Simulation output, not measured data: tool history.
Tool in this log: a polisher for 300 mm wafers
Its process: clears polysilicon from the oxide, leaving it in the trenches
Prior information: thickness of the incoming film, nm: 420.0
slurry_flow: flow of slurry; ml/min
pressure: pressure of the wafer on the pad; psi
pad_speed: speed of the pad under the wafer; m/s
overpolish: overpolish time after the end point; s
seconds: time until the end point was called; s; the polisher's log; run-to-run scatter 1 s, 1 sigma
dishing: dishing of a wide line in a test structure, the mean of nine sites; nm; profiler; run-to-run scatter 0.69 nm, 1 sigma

run  hour  slurry_flow  pressure  pad_speed  overpolish  seconds  dishing
  1     0          205       2.8       0.76          26   44.127    45.99
  2   1.8          205       3.1       0.76          26   39.074   46.115
  3     7          205       3.1       0.76          18   38.827   43.602
  4   8.9          205       3.1        0.7          15   40.566   42.393
  5  10.2          205       3.1       0.56          15    50.08   40.989
  6  12.8          200       3.3        0.5          13    49.32   38.277
  7  15.2          145       3.8       0.34           8   59.418   29.793
  8    18          155       3.8       0.34           9   60.519   31.916

Run 9, settings as shown, results not yet in. Your forecast:
  9  23.6          160       3.9       0.34           9        ?        ?

{"run 9": {"seconds": 58.977, "dishing": 32.173}}

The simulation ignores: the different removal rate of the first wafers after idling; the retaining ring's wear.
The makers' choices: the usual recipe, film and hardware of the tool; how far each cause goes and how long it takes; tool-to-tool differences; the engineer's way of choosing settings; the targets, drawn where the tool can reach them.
